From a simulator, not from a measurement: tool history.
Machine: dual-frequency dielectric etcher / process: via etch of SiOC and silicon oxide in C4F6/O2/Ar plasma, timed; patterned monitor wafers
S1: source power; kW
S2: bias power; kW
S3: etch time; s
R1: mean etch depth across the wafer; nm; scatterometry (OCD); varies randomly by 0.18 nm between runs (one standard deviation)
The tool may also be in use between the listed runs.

run,hour,S1,S2,S3,R1
1,0.0,0.350,0.126,81.5,78.882
2,4.1,0.310,0.126,81.5,74.233
3,6.7,0.280,0.109,81.5,67.765
4,15.3,0.280,0.109,81.5,67.253
5,17.8,0.280,0.109,81.5,67.538
6,25.5,0.260,0.100,81.5,63.452
7,26.4,0.240,0.095,81.5,60.107
8,30.3,0.230,0.093,81.5,58.300

Run 9 is up next; what results do you expect?
9,38.3,0.230,0.093,81.5,?

{"run 9": {"R1": 58.276}}
